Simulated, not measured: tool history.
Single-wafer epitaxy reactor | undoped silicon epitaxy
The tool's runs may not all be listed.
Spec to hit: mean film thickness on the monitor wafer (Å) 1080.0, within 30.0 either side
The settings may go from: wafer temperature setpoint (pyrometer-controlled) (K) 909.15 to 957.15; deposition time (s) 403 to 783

run    day  wafer temperature setpoint (pyrometer-controlled) (K)  deposition time (s)  mean film thickness on the monitor wafer (Å)
  1  0.000                                                 933.15                  593                                        1254.2
  2  0.046                                                 927.15                  593                                        1116.0
  3  0.321                                                 934.15                  593                                        1271.4
  4  0.500                                                 934.15                  633                                        1362.9
  5  0.812                                                 934.15                  666                                        1430.6
  6  1.175                                                 934.15                  584                                        1255.0
  7  1.254                                                 933.15                  583                                        1235.0
  8  1.325                                                 932.15                  583                                        1208.1
  9  1.596                                                 931.15                  583                                        1184.9
 10  1.662                                                 931.15                  583                                        1185.6
 11  1.725                                                 930.15                  583                                        1164.4
 12  1.988                                                 929.15                  583                                        1140.0

Next run, 5 choices. One meets every target within its allowed miss, the rest don't. Which?
  A  2.250                                                 929.15                  548                                             ?
  B  2.250                                                 923.15                  657                                             ?
  C  2.250                                                 927.15                  629                                             ?
  D  2.250                                                 930.15                  613                                             ?
  E  2.250                                                 925.15                  659                                             ?

move  mean film thickness on the monitor wafer (Å)
   A                                        1071.6
   B                                        1146.2
   C                                        1184.2
   D                                        1221.5
   E                                        1194.4
A: every result lands within tolerance
B: its largest miss is bigger than the last run's
C: its largest miss is bigger than the last run's
D: its largest miss is bigger than the last run's
E: its largest miss is bigger than the last run's
Move A is the one to make.
